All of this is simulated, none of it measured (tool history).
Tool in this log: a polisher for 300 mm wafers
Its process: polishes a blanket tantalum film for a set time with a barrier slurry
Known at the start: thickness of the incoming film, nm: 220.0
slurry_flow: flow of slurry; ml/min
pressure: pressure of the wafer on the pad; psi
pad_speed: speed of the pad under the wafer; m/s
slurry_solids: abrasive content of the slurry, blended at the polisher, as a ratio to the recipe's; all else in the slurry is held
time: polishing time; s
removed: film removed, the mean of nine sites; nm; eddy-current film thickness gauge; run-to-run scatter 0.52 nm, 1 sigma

| run | hour | slurry_flow | pressure | pad_speed | slurry_solids | time | removed |
|---|---|---|---|---|---|---|---|
| 1 | 0 | 275 | 2.2 | 0.88 | 1 | 64 | 81.733 |
| 2 | 6.4 | 275 | 2 | 0.88 | 1 | 64 | 76.857 |
| 3 | 14.2 | 275 | 1.8 | 0.88 | 1 | 64 | 70.156 |
| 4 | 20.6 | 275 | 1.7 | 0.88 | 1 | 64 | 67.396 |
| 5 | 23.3 | 275 | 1.7 | 0.88 | 1 | 64 | 67.608 |
| 6 | 29.7 | 275 | 1.7 | 0.88 | 1 | 64 | 66.998 |

Run 7 comes next. What will it give?
| 7 | 38.2 | 275 | 1.6 | 0.88 | 1 | 64 | ? |

Run 7 measured removed 65.187 nm.
